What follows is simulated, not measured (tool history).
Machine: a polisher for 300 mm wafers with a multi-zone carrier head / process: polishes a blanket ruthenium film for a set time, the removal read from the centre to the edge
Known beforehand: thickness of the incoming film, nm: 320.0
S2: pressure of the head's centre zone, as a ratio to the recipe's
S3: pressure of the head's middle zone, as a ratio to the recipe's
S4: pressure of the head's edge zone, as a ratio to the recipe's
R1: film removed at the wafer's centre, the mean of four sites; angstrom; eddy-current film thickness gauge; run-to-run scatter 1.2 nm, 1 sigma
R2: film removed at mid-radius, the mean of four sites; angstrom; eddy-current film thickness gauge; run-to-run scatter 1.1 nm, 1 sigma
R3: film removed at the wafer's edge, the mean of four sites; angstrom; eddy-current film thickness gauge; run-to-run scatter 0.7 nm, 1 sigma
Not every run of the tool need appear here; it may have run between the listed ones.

{"run": 1, "hour": 0.0, "flow of slurry (ml/min)": 125, "S2": 1.0, "S3": 1.0, "S4": 1.0, "polishing time (s)": 57, "R1": 1298.5, "R2": 1306.9, "R3": 1304.4}
{"run": 2, "hour": 4.6, "flow of slurry (ml/min)": 125, "S2": 1.0, "S3": 1.0, "S4": 0.96, "polishing time (s)": 57, "R1": 1278.3, "R2": 1312.8, "R3": 1306.8}
{"run": 3, "hour": 8.6, "flow of slurry (ml/min)": 125, "S2": 1.02, "S3": 1.0, "S4": 0.96, "polishing time (s)": 52, "R1": 1196.0, "R2": 1156.5, "R3": 1193.3}
{"run": 4, "hour": 12.4, "flow of slurry (ml/min)": 125, "S2": 1.02, "S3": 1.0, "S4": 0.96, "polishing time (s)": 57, "R1": 1330.4, "R2": 1303.5, "R3": 1298.3}
{"run": 5, "hour": 18.8, "flow of slurry (ml/min)": 120, "S2": 1.04, "S3": 1.01, "S4": 0.94, "polishing time (s)": 53, "R1": 1231.9, "R2": 1194.5, "R3": 1175.6}
{"run": 6, "hour": 26.4, "flow of slurry (ml/min)": 120, "S2": 1.04, "S3": 1.01, "S4": 0.98, "polishing time (s)": 53, "R1": 1221.2, "R2": 1199.6, "R3": 1209.2}
{"run": 7, "hour": 32.2, "flow of slurry (ml/min)": 115, "S2": 1.05, "S3": 1.01, "S4": 0.95, "polishing time (s)": 50, "R1": 1144.7, "R2": 1150.4, "R3": 1125.4}
{"run": 8, "hour": 40.6, "flow of slurry (ml/min)": 110, "S2": 1.07, "S3": 0.99, "S4": 0.93, "polishing time (s)": 48, "R1": 1116.8, "R2": 1051.8, "R3": 1052.1}
{"run": 9, "hour": 49.3, "flow of slurry (ml/min)": 105, "S2": 1.07, "S3": 0.98, "S4": 0.91, "polishing time (s)": 47, "R1": 1112.4, "R2": 986.79, "R3": 1017.1}
{"run": 10, "hour": 51.6, "flow of slurry (ml/min)": 90, "S2": 1.01, "S3": 1.02, "S4": 0.82, "polishing time (s)": 42, "R1": 858.04, "R2": 880.54, "R3": 839.62}
{"run": 11, "hour": 55.7, "flow of slurry (ml/min)": 95, "S2": 1.02, "S3": 1.01, "S4": 0.83, "polishing time (s)": 42, "R1": 889.68, "R2": 917.67, "R3": 847.06}
{"run": 12, "hour": 62.4, "flow of slurry (ml/min)": 100, "S2": 1.03, "S3": 1.0, "S4": 0.84, "polishing time (s)": 42, "R1": 933.66, "R2": 919.29, "R3": 866.13}

The next listed run, before its measurement:
{"run": 13, "hour": 71.2, "flow of slurry (ml/min)": 100, "S2": 1.03, "S3": 0.99, "S4": 0.85, "polishing time (s)": 42, "R1": "?", "R2": "?", "R3": "?"}

R1: 929.93 angstrom
R2: 910.70 angstrom
R3: 877.44 angstrom

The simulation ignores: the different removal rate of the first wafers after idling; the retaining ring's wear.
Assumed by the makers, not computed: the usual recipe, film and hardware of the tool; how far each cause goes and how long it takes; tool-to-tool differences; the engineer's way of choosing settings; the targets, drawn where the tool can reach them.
